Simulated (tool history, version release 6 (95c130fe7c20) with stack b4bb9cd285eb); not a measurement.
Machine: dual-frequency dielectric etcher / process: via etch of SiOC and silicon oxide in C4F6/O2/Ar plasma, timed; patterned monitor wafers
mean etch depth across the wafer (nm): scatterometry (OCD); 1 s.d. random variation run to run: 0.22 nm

run,hour,source power (kW),bias power (kW),etch time (s),mean etch depth across the wafer (nm)
1,0,0.43,0.126,53,52.04
2,6.8,0.39,0.122,53,49.847
3,13.2,0.36,0.119,53,48.442
4,19.9,0.44,0.119,53,51.763
5,23.9,0.4,0.114,52.5,48.672
6,26.3,0.4,0.101,52.5,47.931

Run 7 has not been measured yet. What should we expect?
7,32.8,0.38,0.099,52.5,?

Run 7 came out at mean etch depth across the wafer (nm) 46.349.

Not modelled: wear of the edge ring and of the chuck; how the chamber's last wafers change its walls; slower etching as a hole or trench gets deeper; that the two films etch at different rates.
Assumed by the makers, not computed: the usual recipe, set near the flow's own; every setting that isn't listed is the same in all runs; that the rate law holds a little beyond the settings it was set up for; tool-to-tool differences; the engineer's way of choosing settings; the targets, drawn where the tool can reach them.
